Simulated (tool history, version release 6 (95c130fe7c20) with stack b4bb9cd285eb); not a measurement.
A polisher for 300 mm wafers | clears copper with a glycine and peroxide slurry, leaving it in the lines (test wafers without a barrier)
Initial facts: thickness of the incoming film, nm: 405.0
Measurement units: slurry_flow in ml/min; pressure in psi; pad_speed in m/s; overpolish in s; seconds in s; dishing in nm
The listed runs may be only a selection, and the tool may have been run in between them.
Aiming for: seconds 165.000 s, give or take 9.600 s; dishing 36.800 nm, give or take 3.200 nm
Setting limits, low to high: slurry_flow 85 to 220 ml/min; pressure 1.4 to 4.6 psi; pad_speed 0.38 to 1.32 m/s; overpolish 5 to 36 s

| run | hour | slurry_flow | pressure | pad_speed | overpolish | seconds | dishing |
|---|---|---|---|---|---|---|---|
| 1 | 0.0 | 140 | 3.0 | 0.84 | 18 | 84.437 | 45.346 |
| 2 | 5.6 | 140 | 3.0 | 0.84 | 24 | 85.608 | 55.176 |
| 3 | 9.8 | 140 | 3.5 | 0.84 | 24 | 74.508 | 56.676 |
| 4 | 12.2 | 125 | 3.5 | 0.84 | 24 | 76.958 | 56.273 |
| 5 | 13.6 | 90 | 3.5 | 0.84 | 24 | 80.789 | 53.730 |
| 6 | 22.4 | 90 | 3.2 | 0.80 | 24 | 87.570 | 51.660 |
| 7 | 24.5 | 90 | 2.9 | 0.74 | 24 | 103.650 | 48.471 |
| 8 | 33.2 | 90 | 2.7 | 0.72 | 24 | 111.280 | 46.273 |
| 9 | 35.5 | 90 | 2.5 | 0.70 | 24 | 122.930 | 45.078 |
| 10 | 38.8 | 90 | 2.4 | 0.70 | 24 | 125.440 | 43.451 |
| 11 | 43.1 | 90 | 2.3 | 0.70 | 24 | 123.950 | 43.274 |
| 12 | 50.0 | 90 | 2.2 | 0.68 | 24 | 133.360 | 42.378 |
| 13 | 53.7 | 90 | 2.1 | 0.68 | 24 | 138.620 | 42.689 |
| 14 | 59.1 | 90 | 2.0 | 0.68 | 24 | 141.490 | 40.338 |
| 15 | 62.5 | 90 | 1.9 | 0.68 | 24 | 151.930 | 40.098 |
| 16 | 67.0 | 90 | 1.8 | 0.68 | 23 | 150.370 | 38.103 |

Exercise: of the 5 proposed moves below, exactly one satisfies all targets within the stated allowed misses. Which move is it?
| A | 71.5 | 90 | 2.0 | 0.64 | 16 | ? | ? |
| B | 71.5 | 110 | 1.7 | 0.60 | 24 | ? | ? |
| C | 71.5 | 100 | 1.5 | 0.54 | 32 | ? | ? |
| D | 71.5 | 85 | 1.4 | 0.92 | 22 | ? | ? |
| E | 71.5 | 90 | 1.8 | 0.78 | 21 | ? | ? |

| move | seconds | dishing |
|---|---|---|
| A | 150.400 | 29.672 |
| B | 166.000 | 37.713 |
| C | 193.110 | 42.112 |
| D | 146.830 | 37.520 |
| E | 139.750 | 37.948 |
A: lands further from the targets than the last run did
B: all results land within tolerance of their targets
C: takes the result that was furthest off past its target
D: lands further from the targets than the last run did
E: lands further from the targets than the last run did
B meets every target.
